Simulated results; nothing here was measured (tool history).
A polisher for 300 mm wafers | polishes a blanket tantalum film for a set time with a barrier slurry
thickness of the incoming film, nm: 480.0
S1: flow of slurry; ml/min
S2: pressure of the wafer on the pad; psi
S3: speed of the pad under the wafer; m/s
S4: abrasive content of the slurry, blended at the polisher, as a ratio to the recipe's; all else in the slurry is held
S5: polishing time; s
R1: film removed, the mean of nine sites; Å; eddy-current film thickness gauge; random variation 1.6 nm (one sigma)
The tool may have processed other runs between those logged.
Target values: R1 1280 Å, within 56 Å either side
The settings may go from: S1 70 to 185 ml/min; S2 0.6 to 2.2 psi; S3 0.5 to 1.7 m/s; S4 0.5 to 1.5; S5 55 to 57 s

Run 1, hour 0: S1 120 ml/min, S2 1.4 psi, S3 1.1 m/s, S4 1, S5 55 s. Result: R1 721.21 Å.
Run 2, hour 7.5: S1 125 ml/min, S2 1.6 psi, S3 1.12 m/s, S4 1, S5 55 s. Result: R1 833.22 Å.
Run 3, hour 14.1: S1 115 ml/min, S2 1.6 psi, S3 1.12 m/s, S4 1, S5 55 s. Result: R1 809.48 Å.
Run 4, hour 19: S1 115 ml/min, S2 1.6 psi, S3 1.12 m/s, S4 1, S5 57 s. Result: R1 839.09 Å.
Run 5, hour 21.7: S1 125 ml/min, S2 1.8 psi, S3 1.12 m/s, S4 1, S5 57 s. Result: R1 948.87 Å.
Run 6, hour 30.4: S1 130 ml/min, S2 1.9 psi, S3 1.14 m/s, S4 1, S5 57 s. Result: R1 1029.2 Å.
Run 7, hour 33.2: S1 130 ml/min, S2 2 psi, S3 1.16 m/s, S4 1, S5 57 s. Result: R1 1107.3 Å.
Run 8, hour 39.5: S1 135 ml/min, S2 2.1 psi, S3 1.16 m/s, S4 1, S5 57 s. Result: R1 1150.9 Å.
Run 9, hour 40.1: S1 135 ml/min, S2 2.1 psi, S3 1.18 m/s, S4 1, S5 57 s. Result: R1 1168.8 Å.
Run 10, hour 46.6: S1 135 ml/min, S2 2.1 psi, S3 1.2 m/s, S4 1, S5 57 s. Result: R1 1184.4 Å.
Run 11, hour 49: S1 135 ml/min, S2 2.1 psi, S3 1.22 m/s, S4 1, S5 57 s. Result: R1 1190 Å.
Run 12, hour 54.7: S1 135 ml/min, S2 2.1 psi, S3 1.24 m/s, S4 1, S5 57 s. Result: R1 1208.6 Å.

Pick the move, out of 5, that brings all results within their allowed miss; only one does.
Run A, hour 60.4: S1 145 ml/min, S2 2.1 psi, S3 1.14 m/s, S4 1.05, S5 57 s. Result: R1 ?.
Run B, hour 60.4: S1 115 ml/min, S2 2.2 psi, S3 1.5 m/s, S4 0.9, S5 57 s. Result: R1 ?.
Run C, hour 60.4: S1 145 ml/min, S2 2 psi, S3 1.26 m/s, S4 0.95, S5 57 s. Result: R1 ?.
Run D, hour 60.4: S1 95 ml/min, S2 2.2 psi, S3 1.42 m/s, S4 0.95, S5 57 s. Result: R1 ?.
Run E, hour 60.4: S1 115 ml/min, S2 2.2 psi, S3 1.06 m/s, S4 1.5, S5 57 s. Result: R1 ?.

move      R1
   A  1148.9
   B  1363.8
   C  1162.5
   D  1253.5
   E  1149.7
A: its largest miss is bigger than the last run's
B: moves the result that the last run missed by most past its target, out the other side
C: its largest miss is bigger than the last run's
D: every result within its allowed miss
E: its largest miss is bigger than the last run's
Answer: D
